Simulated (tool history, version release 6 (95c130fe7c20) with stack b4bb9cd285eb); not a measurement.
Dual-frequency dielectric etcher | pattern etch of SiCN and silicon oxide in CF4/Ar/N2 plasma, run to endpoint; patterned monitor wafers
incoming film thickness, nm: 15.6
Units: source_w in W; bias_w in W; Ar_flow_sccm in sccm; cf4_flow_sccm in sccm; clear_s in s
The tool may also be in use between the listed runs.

Run 1, hour 0.0: source_w 410 W, bias_w 57 W, Ar_flow_sccm 103 sccm, cf4_flow_sccm 62 sccm. Result: clear_s 24.714 s.
Run 2, hour 2.9: source_w 410 W, bias_w 57 W, Ar_flow_sccm 88 sccm, cf4_flow_sccm 62 sccm. Result: clear_s 24.042 s.
Run 3, hour 7.4: source_w 410 W, bias_w 57 W, Ar_flow_sccm 105 sccm, cf4_flow_sccm 62 sccm. Result: clear_s 24.790 s.
Run 4, hour 9.0: source_w 400 W, bias_w 57 W, Ar_flow_sccm 105 sccm, cf4_flow_sccm 62 sccm. Result: clear_s 25.284 s.
Run 5, hour 16.5: source_w 450 W, bias_w 57 W, Ar_flow_sccm 105 sccm, cf4_flow_sccm 62 sccm. Result: clear_s 22.763 s.
Run 6, hour 18.9: source_w 440 W, bias_w 57 W, Ar_flow_sccm 105 sccm, cf4_flow_sccm 62 sccm. Result: clear_s 23.315 s.
Run 7, hour 24.7: source_w 430 W, bias_w 57 W, Ar_flow_sccm 105 sccm, cf4_flow_sccm 62 sccm. Result: clear_s 23.787 s.
Run 8, hour 26.7: source_w 420 W, bias_w 57 W, Ar_flow_sccm 105 sccm, cf4_flow_sccm 62 sccm. Result: clear_s 24.481 s.

Forecast run 9:
Run 9, hour 34.4: source_w 410 W, bias_w 57 W, Ar_flow_sccm 105 sccm, cf4_flow_sccm 62 sccm. Result: clear_s ?.

{"run 9": {"clear_s": 24.616}}

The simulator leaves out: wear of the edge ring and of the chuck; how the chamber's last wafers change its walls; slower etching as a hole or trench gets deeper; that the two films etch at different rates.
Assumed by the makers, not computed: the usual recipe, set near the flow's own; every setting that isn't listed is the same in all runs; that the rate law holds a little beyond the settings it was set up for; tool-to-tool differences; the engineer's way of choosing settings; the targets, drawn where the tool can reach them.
